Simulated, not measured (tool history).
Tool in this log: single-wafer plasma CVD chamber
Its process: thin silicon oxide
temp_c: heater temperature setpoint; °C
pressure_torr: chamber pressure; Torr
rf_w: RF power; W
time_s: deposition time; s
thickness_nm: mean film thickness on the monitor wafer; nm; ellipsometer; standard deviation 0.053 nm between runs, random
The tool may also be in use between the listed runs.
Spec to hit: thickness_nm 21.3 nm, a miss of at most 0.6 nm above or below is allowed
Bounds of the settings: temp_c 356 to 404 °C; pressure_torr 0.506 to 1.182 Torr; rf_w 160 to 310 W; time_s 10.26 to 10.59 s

{"run": 1, "hour": 0.0, "temp_c": 380, "pressure_torr": 0.844, "rf_w": 235, "time_s": 10.26, "thickness_nm": 16.885}
{"run": 2, "hour": 3.0, "temp_c": 380, "pressure_torr": 0.844, "rf_w": 235, "time_s": 10.26, "thickness_nm": 16.822}
{"run": 3, "hour": 9.2, "temp_c": 380, "pressure_torr": 0.879, "rf_w": 235, "time_s": 10.26, "thickness_nm": 17.608}
{"run": 4, "hour": 17.0, "temp_c": 380, "pressure_torr": 0.905, "rf_w": 235, "time_s": 10.26, "thickness_nm": 18.087}
{"run": 5, "hour": 25.3, "temp_c": 380, "pressure_torr": 0.905, "rf_w": 235, "time_s": 10.26, "thickness_nm": 18.087}
{"run": 6, "hour": 29.1, "temp_c": 380, "pressure_torr": 0.928, "rf_w": 235, "time_s": 10.26, "thickness_nm": 18.52}
{"run": 7, "hour": 35.8, "temp_c": 380, "pressure_torr": 0.948, "rf_w": 235, "time_s": 10.26, "thickness_nm": 18.877}
{"run": 8, "hour": 42.1, "temp_c": 380, "pressure_torr": 0.966, "rf_w": 235, "time_s": 10.26, "thickness_nm": 19.237}
{"run": 9, "hour": 49.6, "temp_c": 380, "pressure_torr": 0.981, "rf_w": 235, "time_s": 10.26, "thickness_nm": 19.347}
{"run": 10, "hour": 57.5, "temp_c": 380, "pressure_torr": 0.996, "rf_w": 235, "time_s": 10.26, "thickness_nm": 19.737}

Below are 4 possible settings for the next run. Only one of them brings all results inside the allowed miss of their targets. Which is it?
{"run": "A", "hour": 65.4, "temp_c": 388, "pressure_torr": 0.913, "rf_w": 250, "time_s": 10.57, "thickness_nm": "?"}
{"run": "B", "hour": 65.4, "temp_c": 377, "pressure_torr": 0.93, "rf_w": 245, "time_s": 10.26, "thickness_nm": "?"}
{"run": "C", "hour": 65.4, "temp_c": 379, "pressure_torr": 0.956, "rf_w": 280, "time_s": 10.59, "thickness_nm": "?"}
{"run": "D", "hour": 65.4, "temp_c": 384, "pressure_torr": 0.984, "rf_w": 210, "time_s": 10.47, "thickness_nm": "?"}

move=A thickness_nm=19.151
move=B thickness_nm=18.916
move=C thickness_nm=21.103
move=D thickness_nm=18.909
A: misses by more than the last run did
B: misses by more than the last run did
C: every result lands within tolerance
D: misses by more than the last run did
Correct choice: C, which meets every target
